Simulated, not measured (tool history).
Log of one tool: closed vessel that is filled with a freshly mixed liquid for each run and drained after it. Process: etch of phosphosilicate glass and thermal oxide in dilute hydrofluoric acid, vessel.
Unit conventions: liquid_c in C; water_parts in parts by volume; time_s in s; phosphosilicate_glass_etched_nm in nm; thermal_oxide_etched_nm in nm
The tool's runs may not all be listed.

run  hour  liquid_c  water_parts  time_s  phosphosilicate_glass_etched_nm  thermal_oxide_etched_nm
  1     0        25          135      60                           46.715                   1.9242
  2   5.6        25          160      60                           38.141                   1.5771
  3     8      22.5          190      60                           28.608                   1.1287
  4  15.8        23          210      50                           21.271                  0.86858
  5  22.4      24.5          210      50                           22.638                  0.91079
  6  28.9      24.5          170      50                            28.82                   1.1884

What will run 7 give?
  7  31.5        23          195      50                                ?                        ?

phosphosilicate_glass_etched_nm: 23.497 nm
thermal_oxide_etched_nm: 0.96245 nm
